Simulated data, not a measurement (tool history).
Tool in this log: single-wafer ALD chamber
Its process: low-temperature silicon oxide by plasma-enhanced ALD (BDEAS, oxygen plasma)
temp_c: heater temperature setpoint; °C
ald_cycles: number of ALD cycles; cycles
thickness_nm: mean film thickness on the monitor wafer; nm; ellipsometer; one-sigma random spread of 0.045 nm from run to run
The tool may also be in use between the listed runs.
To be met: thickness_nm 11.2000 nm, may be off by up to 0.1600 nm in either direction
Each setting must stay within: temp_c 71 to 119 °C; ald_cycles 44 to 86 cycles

run    day  temp_c  ald_cycles  thickness_nm
  1  0.000      95          65        9.8985
  2  0.088      93          66       10.1220
  3  0.167      91          66       10.2150
  4  0.192      89          66       10.2840
  5  0.342      89          74       11.5640
  6  0.512      90          74       11.4370
  7  0.696      92          74       11.4580
  8  1.058      93          74       11.4370

Exercise: of the 4 proposed moves below, exactly one satisfies all targets within the stated allowed misses. Which move is it?
  A  1.421      94          73             ?
  B  1.421      83          73             ?
  C  1.421      79          74             ?
  D  1.421      99          77             ?

move  thickness_nm
   A       11.2300
   B       11.6140
   C       11.9150
   D       11.6610
A: hits every target within its allowed miss
B: lands further from the targets than the last run did
C: lands further from the targets than the last run did
D: lands further from the targets than the last run did
A meets every target.
